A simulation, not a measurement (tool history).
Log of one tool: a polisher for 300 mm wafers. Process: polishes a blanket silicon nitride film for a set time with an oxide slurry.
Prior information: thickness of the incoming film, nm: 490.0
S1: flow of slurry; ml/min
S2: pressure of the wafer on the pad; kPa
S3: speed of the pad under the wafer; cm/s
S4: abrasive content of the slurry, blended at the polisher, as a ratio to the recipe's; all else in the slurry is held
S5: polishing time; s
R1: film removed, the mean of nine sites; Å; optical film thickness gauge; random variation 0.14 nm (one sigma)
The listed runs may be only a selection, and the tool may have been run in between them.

{"run": 1, "hour": 0.0, "S1": 310, "S2": 21.4, "S3": 90, "S4": 1, "S5": 50, "R1": 253.57}
{"run": 2, "hour": 1.2, "S1": 310, "S2": 19.3, "S3": 84, "S4": 1, "S5": 50, "R1": 228.47}
{"run": 3, "hour": 6.0, "S1": 310, "S2": 19.3, "S3": 94, "S4": 1, "S5": 50, "R1": 242.32}
{"run": 4, "hour": 13.6, "S1": 310, "S2": 19.3, "S3": 106, "S4": 1, "S5": 50, "R1": 256.11}
{"run": 5, "hour": 21.4, "S1": 310, "S2": 19.3, "S3": 86, "S4": 1, "S5": 50, "R1": 225.77}
{"run": 6, "hour": 24.8, "S1": 310, "S2": 19.3, "S3": 66, "S4": 1, "S5": 50, "R1": 191.98}
{"run": 7, "hour": 28.2, "S1": 310, "S2": 17.9, "S3": 64, "S4": 1, "S5": 50, "R1": 181.32}

Forecast run 8:
{"run": 8, "hour": 29.4, "S1": 310, "S2": 16.5, "S3": 60, "S4": 1, "S5": 50, "R1": "?"}

Logged for run 8: R1 161.33 Å.

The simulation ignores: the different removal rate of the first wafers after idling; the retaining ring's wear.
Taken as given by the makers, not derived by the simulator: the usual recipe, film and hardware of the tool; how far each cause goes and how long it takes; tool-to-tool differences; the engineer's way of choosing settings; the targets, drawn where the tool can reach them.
